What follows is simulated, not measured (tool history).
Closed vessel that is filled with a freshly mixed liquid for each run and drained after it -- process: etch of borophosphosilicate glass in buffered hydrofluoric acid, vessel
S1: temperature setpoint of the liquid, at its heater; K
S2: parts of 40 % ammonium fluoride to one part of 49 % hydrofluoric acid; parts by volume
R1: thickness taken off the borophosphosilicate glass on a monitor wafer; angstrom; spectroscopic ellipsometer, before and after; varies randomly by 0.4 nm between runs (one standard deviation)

{"run": 1, "hour": 0.0, "S1": 294.15, "S2": 18, "time in the liquid (s)": 100, "R1": 666.31}
{"run": 2, "hour": 6.4, "S1": 291.15, "S2": 18, "time in the liquid (s)": 100, "R1": 560.82}
{"run": 3, "hour": 9.9, "S1": 290.15, "S2": 18, "time in the liquid (s)": 100, "R1": 533.03}
{"run": 4, "hour": 16.1, "S1": 290.15, "S2": 18.5, "time in the liquid (s)": 100, "R1": 526.39}
{"run": 5, "hour": 22.8, "S1": 290.15, "S2": 18.5, "time in the liquid (s)": 110, "R1": 566.18}
{"run": 6, "hour": 28.8, "S1": 290.15, "S2": 19, "time in the liquid (s)": 110, "R1": 550.65}
{"run": 7, "hour": 35.6, "S1": 290.15, "S2": 19.5, "time in the liquid (s)": 110, "R1": 550.06}
{"run": 8, "hour": 41.3, "S1": 290.15, "S2": 25, "time in the liquid (s)": 110, "R1": 455.97}

Estimate the outcome of run 9 from the log above:
{"run": 9, "hour": 48.2, "S1": 290.15, "S2": 26, "time in the liquid (s)": 110, "R1": "?"}

{"run 9": {"R1": 443.8}}

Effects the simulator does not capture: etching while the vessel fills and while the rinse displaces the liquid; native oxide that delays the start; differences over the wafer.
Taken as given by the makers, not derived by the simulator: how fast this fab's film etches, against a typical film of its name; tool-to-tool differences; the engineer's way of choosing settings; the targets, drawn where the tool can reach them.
